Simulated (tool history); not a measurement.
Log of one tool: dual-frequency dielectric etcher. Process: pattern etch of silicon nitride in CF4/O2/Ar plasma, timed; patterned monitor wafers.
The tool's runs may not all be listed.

| run | hour | source power (kW) | bias power (kW) | Ar flow (sccm) | CF4 flow (sccm) | etch time (s) | mean etch depth across the wafer (nm) |
|---|---|---|---|---|---|---|---|
| 1 | 0.0 | 0.470 | 0.050 | 76 | 91 | 23 | 42.454 |
| 2 | 0.8 | 0.470 | 0.050 | 76 | 75 | 23 | 41.682 |
| 3 | 6.3 | 0.440 | 0.050 | 76 | 75 | 23 | 39.000 |
| 4 | 8.2 | 0.440 | 0.058 | 76 | 75 | 23 | 41.033 |
| 5 | 10.6 | 0.490 | 0.058 | 76 | 75 | 23 | 45.557 |
| 6 | 16.7 | 0.430 | 0.056 | 77 | 73 | 23 | 39.404 |
| 7 | 25.2 | 0.390 | 0.055 | 78 | 72 | 23 | 35.400 |
| 8 | 28.1 | 0.360 | 0.055 | 78 | 72 | 23 | 32.594 |

Run 9 comes next. What will it give?
| 9 | 36.8 | 0.340 | 0.055 | 78 | 72 | 23 | ? |

{"run 9": {"mean etch depth across the wafer (nm)": 30.954}}
